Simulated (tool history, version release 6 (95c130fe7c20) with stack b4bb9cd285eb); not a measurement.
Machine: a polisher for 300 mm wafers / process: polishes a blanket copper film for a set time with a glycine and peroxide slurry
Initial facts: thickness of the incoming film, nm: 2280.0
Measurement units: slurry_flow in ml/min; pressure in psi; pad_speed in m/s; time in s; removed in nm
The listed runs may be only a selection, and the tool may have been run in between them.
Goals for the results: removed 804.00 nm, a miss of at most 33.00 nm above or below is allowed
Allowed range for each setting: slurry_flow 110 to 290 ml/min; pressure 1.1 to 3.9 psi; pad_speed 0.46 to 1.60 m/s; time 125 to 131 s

{"run": 1, "day": 0.0, "slurry_flow": 185, "pressure": 2.5, "pad_speed": 1.02, "time": 125, "removed": 615.15}
{"run": 2, "day": 0.217, "slurry_flow": 185, "pressure": 2.5, "pad_speed": 0.82, "time": 125, "removed": 522.17}
{"run": 3, "day": 0.333, "slurry_flow": 185, "pressure": 2.7, "pad_speed": 0.82, "time": 125, "removed": 551.38}
{"run": 4, "day": 0.558, "slurry_flow": 185, "pressure": 2.7, "pad_speed": 0.82, "time": 131, "removed": 574.96}
{"run": 5, "day": 0.729, "slurry_flow": 165, "pressure": 2.7, "pad_speed": 0.82, "time": 131, "removed": 564.51}
{"run": 6, "day": 0.788, "slurry_flow": 165, "pressure": 2.7, "pad_speed": 0.82, "time": 125, "removed": 537.98}
{"run": 7, "day": 0.908, "slurry_flow": 170, "pressure": 2.9, "pad_speed": 0.82, "time": 125, "removed": 547.02}
{"run": 8, "day": 1.183, "slurry_flow": 175, "pressure": 3.1, "pad_speed": 0.86, "time": 125, "removed": 595.51}
{"run": 9, "day": 1.467, "slurry_flow": 180, "pressure": 3.2, "pad_speed": 0.88, "time": 125, "removed": 633.75}
{"run": 10, "day": 1.496, "slurry_flow": 185, "pressure": 3.3, "pad_speed": 0.88, "time": 125, "removed": 646.03}
{"run": 11, "day": 1.529, "slurry_flow": 190, "pressure": 3.4, "pad_speed": 0.9, "time": 125, "removed": 659.47}
{"run": 12, "day": 1.712, "slurry_flow": 190, "pressure": 3.5, "pad_speed": 0.92, "time": 125, "removed": 693.55}
{"run": 13, "day": 1.771, "slurry_flow": 190, "pressure": 3.6, "pad_speed": 0.94, "time": 125, "removed": 698.99}

Consider the 4 candidate settings below. Which is the only one whose results all fall within their allowed miss of target?
{"run": "A", "day": 1.829, "slurry_flow": 210, "pressure": 3.9, "pad_speed": 0.84, "time": 131, "removed": "?"}
{"run": "B", "day": 1.829, "slurry_flow": 160, "pressure": 3.9, "pad_speed": 1.02, "time": 129, "removed": "?"}
{"run": "C", "day": 1.829, "slurry_flow": 150, "pressure": 3.9, "pad_speed": 0.9, "time": 131, "removed": "?"}
{"run": "D", "day": 1.829, "slurry_flow": 220, "pressure": 3.9, "pad_speed": 1.02, "time": 131, "removed": "?"}

move=A removed=722.17
move=B removed=798.53
move=C removed=726.68
move=D removed=846.40
A: moves toward the targets from the last run without getting all of them in spec
B: every result within its allowed miss
C: moves toward the targets from the last run without getting all of them in spec
D: pushes the last run's worst result past its target
B meets every target.
